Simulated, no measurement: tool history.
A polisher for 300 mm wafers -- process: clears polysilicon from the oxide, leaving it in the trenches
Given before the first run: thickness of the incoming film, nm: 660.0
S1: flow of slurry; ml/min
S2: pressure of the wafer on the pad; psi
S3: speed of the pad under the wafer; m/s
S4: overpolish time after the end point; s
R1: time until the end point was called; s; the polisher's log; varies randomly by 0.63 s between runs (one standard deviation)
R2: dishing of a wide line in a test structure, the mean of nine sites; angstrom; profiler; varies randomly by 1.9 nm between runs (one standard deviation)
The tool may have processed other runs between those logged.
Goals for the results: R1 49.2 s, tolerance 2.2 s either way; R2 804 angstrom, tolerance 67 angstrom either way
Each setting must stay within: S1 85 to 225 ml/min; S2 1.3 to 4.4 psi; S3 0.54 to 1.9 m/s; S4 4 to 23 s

Run 1, hour 0: S1 145 ml/min, S2 2.8 psi, S3 1.22 m/s, S4 12 s. Result: R1 35.865 s, R2 822.49 angstrom.
Run 2, hour 3.9: S1 145 ml/min, S2 2.6 psi, S3 1.22 m/s, S4 12 s. Result: R1 39.081 s, R2 774.43 angstrom.
Run 3, hour 5: S1 145 ml/min, S2 2.6 psi, S3 1.22 m/s, S4 8 s. Result: R1 38.378 s, R2 705.81 angstrom.
Run 4, hour 13.4: S1 145 ml/min, S2 2.5 psi, S3 1.22 m/s, S4 10 s. Result: R1 39.226 s, R2 739.75 angstrom.
Run 5, hour 15.5: S1 145 ml/min, S2 2.5 psi, S3 1.22 m/s, S4 8 s. Result: R1 39.946 s, R2 720.09 angstrom.
Run 6, hour 19.2: S1 145 ml/min, S2 2.5 psi, S3 1.22 m/s, S4 10 s. Result: R1 39.431 s, R2 748.89 angstrom.
Run 7, hour 21.2: S1 145 ml/min, S2 2.5 psi, S3 1.22 m/s, S4 10 s. Result: R1 40.12 s, R2 730.16 angstrom.
Run 8, hour 28.4: S1 145 ml/min, S2 2.4 psi, S3 1.2 m/s, S4 12 s. Result: R1 41.849 s, R2 755.34 angstrom.
Run 9, hour 33.2: S1 145 ml/min, S2 2.3 psi, S3 1.2 m/s, S4 13 s. Result: R1 43.097 s, R2 790.78 angstrom.
Run 10, hour 42.1: S1 135 ml/min, S2 1.9 psi, S3 1.2 m/s, S4 14 s. Result: R1 51.88 s, R2 768.09 angstrom.

Exercise: of the 4 proposed moves below, exactly one satisfies all targets within the stated allowed misses. Which move is it?
Run A, hour 51: S1 195 ml/min, S2 1.6 psi, S3 1.3 m/s, S4 10 s. Result: R1 ?, R2 ?.
Run B, hour 51: S1 190 ml/min, S2 2.1 psi, S3 1.22 m/s, S4 8 s. Result: R1 ?, R2 ?.
Run C, hour 51: S1 115 ml/min, S2 1.9 psi, S3 1.34 m/s, S4 19 s. Result: R1 ?, R2 ?.
Run D, hour 51: S1 125 ml/min, S2 2.2 psi, S3 1.28 m/s, S4 16 s. Result: R1 ?, R2 ?.

move      R1      R2
   A  53.874  676.71
   B  44.362  668.38
   C  49.106  828.13
   D  43.723  821.42
A: misses by more than the last run did
B: moves the result that the last run missed by most past its target, out the other side
C: all results in spec
D: moves the result that the last run missed by most past its target, out the other side
The right move is C.
